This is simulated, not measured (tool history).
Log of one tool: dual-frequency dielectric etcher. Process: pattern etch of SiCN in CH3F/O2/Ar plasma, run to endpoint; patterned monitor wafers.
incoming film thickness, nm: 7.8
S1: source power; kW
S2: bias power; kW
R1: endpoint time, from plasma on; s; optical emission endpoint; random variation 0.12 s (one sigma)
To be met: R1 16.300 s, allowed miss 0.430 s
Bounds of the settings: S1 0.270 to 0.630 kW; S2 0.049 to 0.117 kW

| run | hour | S1 | S2 | R1 |
|---|---|---|---|---|
| 1 | 0.0 | 0.450 | 0.083 | 18.837 |
| 2 | 1.0 | 0.470 | 0.084 | 18.792 |
| 3 | 5.4 | 0.470 | 0.099 | 17.562 |
| 4 | 7.2 | 0.530 | 0.099 | 16.975 |
| 5 | 9.3 | 0.450 | 0.099 | 17.754 |
| 6 | 13.6 | 0.390 | 0.099 | 18.974 |
| 7 | 20.2 | 0.410 | 0.100 | 18.300 |
| 8 | 22.8 | 0.430 | 0.101 | 18.229 |
| 9 | 24.4 | 0.450 | 0.102 | 17.981 |
| 10 | 25.7 | 0.460 | 0.103 | 17.538 |
| 11 | 32.3 | 0.470 | 0.104 | 17.236 |
| 12 | 39.6 | 0.480 | 0.105 | 17.232 |
| 13 | 46.2 | 0.490 | 0.106 | 17.048 |
| 14 | 47.9 | 0.500 | 0.107 | 17.079 |
| 15 | 55.6 | 0.500 | 0.107 | 16.987 |
| 16 | 61.2 | 0.510 | 0.108 | 16.839 |

5 next moves are on the table. One of them brings every result within its allowed miss. Which?
| A | 66.8 | 0.620 | 0.117 | ? |
| B | 66.8 | 0.610 | 0.112 | ? |
| C | 66.8 | 0.610 | 0.117 | ? |
| D | 66.8 | 0.630 | 0.097 | ? |
| E | 66.8 | 0.630 | 0.110 | ? |

| move | R1 |
|---|---|
| A | 15.358 |
| B | 15.665 |
| C | 15.446 |
| D | 16.201 |
| E | 15.578 |
A: takes the result that was furthest off past its target
B: takes the result that was furthest off past its target
C: takes the result that was furthest off past its target
D: meets every target
E: takes the result that was furthest off past its target
Move D is the one to make.

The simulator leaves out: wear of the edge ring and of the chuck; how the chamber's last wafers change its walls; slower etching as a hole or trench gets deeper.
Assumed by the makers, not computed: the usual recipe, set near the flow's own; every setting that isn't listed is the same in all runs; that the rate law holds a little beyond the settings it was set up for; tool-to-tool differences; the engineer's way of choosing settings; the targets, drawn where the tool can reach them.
